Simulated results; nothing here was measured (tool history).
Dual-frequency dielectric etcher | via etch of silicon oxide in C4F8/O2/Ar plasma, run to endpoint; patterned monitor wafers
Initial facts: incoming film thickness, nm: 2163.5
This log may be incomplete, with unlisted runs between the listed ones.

run 1 hour=0.0 | source_power_(kW)=2.170 bias_power_(kW)=2.724 | endpoint_time_(s)=348.33
run 2 hour=6.1 | source_power_(kW)=2.050 bias_power_(kW)=2.651 | endpoint_time_(s)=363.81
run 3 hour=10.9 | source_power_(kW)=2.050 bias_power_(kW)=3.127 | endpoint_time_(s)=346.66
run 4 hour=13.0 | source_power_(kW)=1.940 bias_power_(kW)=3.062 | endpoint_time_(s)=359.08
run 5 hour=21.8 | source_power_(kW)=1.940 bias_power_(kW)=2.634 | endpoint_time_(s)=376.72
run 6 hour=30.8 | source_power_(kW)=1.940 bias_power_(kW)=2.238 | endpoint_time_(s)=390.86

Predict the results of run 7:
run 7 hour=34.1 | source_power_(kW)=1.900 bias_power_(kW)=2.226 | endpoint_time_(s)=?

endpoint time (s): 396.26

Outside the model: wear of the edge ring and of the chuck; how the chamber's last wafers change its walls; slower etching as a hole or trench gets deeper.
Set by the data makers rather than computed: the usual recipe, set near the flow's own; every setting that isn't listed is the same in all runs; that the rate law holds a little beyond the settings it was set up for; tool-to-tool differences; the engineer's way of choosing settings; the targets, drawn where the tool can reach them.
